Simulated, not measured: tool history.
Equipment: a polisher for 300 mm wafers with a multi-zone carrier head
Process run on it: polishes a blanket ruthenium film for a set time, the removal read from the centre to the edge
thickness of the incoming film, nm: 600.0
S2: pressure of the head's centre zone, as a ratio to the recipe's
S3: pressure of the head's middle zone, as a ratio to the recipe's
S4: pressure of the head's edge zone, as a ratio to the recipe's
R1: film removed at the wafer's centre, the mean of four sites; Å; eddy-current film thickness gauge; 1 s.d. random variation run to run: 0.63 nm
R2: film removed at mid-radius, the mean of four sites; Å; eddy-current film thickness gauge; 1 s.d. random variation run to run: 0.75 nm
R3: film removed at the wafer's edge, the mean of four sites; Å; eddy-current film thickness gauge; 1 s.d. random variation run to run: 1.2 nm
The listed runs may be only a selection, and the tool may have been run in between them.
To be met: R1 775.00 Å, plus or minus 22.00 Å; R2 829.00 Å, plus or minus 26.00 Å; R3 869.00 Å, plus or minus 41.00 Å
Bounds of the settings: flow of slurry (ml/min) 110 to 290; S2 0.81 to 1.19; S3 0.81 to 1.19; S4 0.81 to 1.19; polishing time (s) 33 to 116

Run 1, hour 0.0: flow of slurry (ml/min) 185, S2 1.00, S3 1.00, S4 1.00, polishing time (s) 74. Result: R1 570.66 Å, R2 637.49 Å, R3 630.19 Å.
Run 2, hour 8.1: flow of slurry (ml/min) 185, S2 0.93, S3 1.00, S4 1.00, polishing time (s) 74. Result: R1 522.30 Å, R2 638.63 Å, R3 630.43 Å.
Run 3, hour 14.9: flow of slurry (ml/min) 140, S2 0.93, S3 1.00, S4 1.00, polishing time (s) 74. Result: R1 509.10 Å, R2 610.81 Å, R3 599.34 Å.
Run 4, hour 19.2: flow of slurry (ml/min) 140, S2 0.93, S3 1.00, S4 1.00, polishing time (s) 67. Result: R1 455.05 Å, R2 565.24 Å, R3 545.19 Å.
Run 5, hour 24.7: flow of slurry (ml/min) 140, S2 0.93, S3 1.00, S4 1.00, polishing time (s) 57. Result: R1 382.56 Å, R2 474.19 Å, R3 480.41 Å.
Run 6, hour 25.7: flow of slurry (ml/min) 140, S2 0.93, S3 1.08, S4 1.00, polishing time (s) 57. Result: R1 386.78 Å, R2 503.57 Å, R3 486.17 Å.
Run 7, hour 29.5: flow of slurry (ml/min) 170, S2 0.97, S3 1.09, S4 1.05, polishing time (s) 64. Result: R1 458.42 Å, R2 577.96 Å, R3 545.30 Å.
Run 8, hour 36.3: flow of slurry (ml/min) 195, S2 0.98, S3 1.05, S4 1.08, polishing time (s) 71. Result: R1 529.51 Å, R2 646.22 Å, R3 624.58 Å.
Run 9, hour 41.3: flow of slurry (ml/min) 215, S2 1.00, S3 1.02, S4 1.11, polishing time (s) 75. Result: R1 586.18 Å, R2 665.75 Å, R3 663.79 Å.
Run 10, hour 44.2: flow of slurry (ml/min) 225, S2 1.00, S3 1.01, S4 1.13, polishing time (s) 79. Result: R1 617.99 Å, R2 713.81 Å, R3 728.30 Å.
Run 11, hour 49.6: flow of slurry (ml/min) 230, S2 1.02, S3 1.01, S4 1.14, polishing time (s) 82. Result: R1 657.14 Å, R2 729.85 Å, R3 744.75 Å.
At hour 55.1: centre zone pressure recalibrated.
Run 12, hour 55.1: flow of slurry (ml/min) 230, S2 1.03, S3 1.00, S4 1.18, polishing time (s) 96. Result: R1 866.70 Å, R2 851.96 Å, R3 865.20 Å.
Run 13, hour 56.4: flow of slurry (ml/min) 230, S2 1.01, S3 0.99, S4 1.18, polishing time (s) 96. Result: R1 855.57 Å, R2 831.90 Å, R3 895.56 Å.
Run 14, hour 63.5: flow of slurry (ml/min) 225, S2 0.99, S3 1.00, S4 1.17, polishing time (s) 95. Result: R1 828.51 Å, R2 831.38 Å, R3 883.61 Å.
Run 15, hour 69.3: flow of slurry (ml/min) 225, S2 0.98, S3 1.01, S4 1.16, polishing time (s) 95. Result: R1 818.66 Å, R2 858.91 Å, R3 874.10 Å.
Run 16, hour 71.1: flow of slurry (ml/min) 220, S2 0.97, S3 1.01, S4 1.16, polishing time (s) 95. Result: R1 801.56 Å, R2 853.73 Å, R3 892.80 Å.

Which single option among these 5 for the next run brings every result within its allowed miss of target? Just one does.
Run A, hour 72.9: flow of slurry (ml/min) 160, S2 0.92, S3 1.13, S4 1.06, polishing time (s) 93. Result: R1 ?, R2 ?, R3 ?.
Run B, hour 72.9: flow of slurry (ml/min) 285, S2 1.08, S3 1.04, S4 1.18, polishing time (s) 88. Result: R1 ?, R2 ?, R3 ?.
Run C, hour 72.9: flow of slurry (ml/min) 265, S2 0.85, S3 1.01, S4 1.19, polishing time (s) 101. Result: R1 ?, R2 ?, R3 ?.
Run D, hour 72.9: flow of slurry (ml/min) 185, S2 0.97, S3 0.90, S4 1.19, polishing time (s) 99. Result: R1 ?, R2 ?, R3 ?.
Run E, hour 72.9: flow of slurry (ml/min) 210, S2 0.94, S3 1.00, S4 1.15, polishing time (s) 94. Result: R1 ?, R2 ?, R3 ?.

move      R1      R2      R3
   A  706.41  877.75  787.63
   B  849.58  829.34  823.03
   C  759.62  922.90  943.29
   D  810.49  786.59  897.04
   E  759.87  829.33  848.16
A: the result that was furthest off in the last run now lies on the other side of its target
B: misses by more than the last run did
C: corrects the largest miss of the last run, while another result sits out of spec
D: misses by more than the last run did
E: all results land within tolerance of their targets
Move E is the one to make.
